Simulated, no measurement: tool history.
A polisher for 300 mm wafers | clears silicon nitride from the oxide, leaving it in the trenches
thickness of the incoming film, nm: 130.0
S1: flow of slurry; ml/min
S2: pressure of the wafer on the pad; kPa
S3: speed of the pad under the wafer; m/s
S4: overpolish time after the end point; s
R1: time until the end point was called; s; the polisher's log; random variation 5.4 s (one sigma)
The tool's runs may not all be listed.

Run 1, hour 0.0: S1 140 ml/min, S2 15.9 kPa, S3 1.12 m/s, S4 44 s. Result: R1 164.68 s.
Run 2, hour 6.5: S1 140 ml/min, S2 19.3 kPa, S3 1.12 m/s, S4 44 s. Result: R1 136.40 s.
Run 3, hour 10.6: S1 140 ml/min, S2 16.5 kPa, S3 1.08 m/s, S4 44 s. Result: R1 167.23 s.
Run 4, hour 16.0: S1 140 ml/min, S2 16.5 kPa, S3 1.22 m/s, S4 44 s. Result: R1 138.26 s.
Run 5, hour 19.9: S1 140 ml/min, S2 16.5 kPa, S3 1.22 m/s, S4 44 s. Result: R1 147.32 s.
Run 6, hour 28.2: S1 140 ml/min, S2 14.5 kPa, S3 1.18 m/s, S4 44 s. Result: R1 162.21 s.

Forecast run 7:
Run 7, hour 29.6: S1 130 ml/min, S2 10.3 kPa, S3 0.86 m/s, S4 44 s. Result: R1 ?.

{"run 7": {"R1": 312.45}}
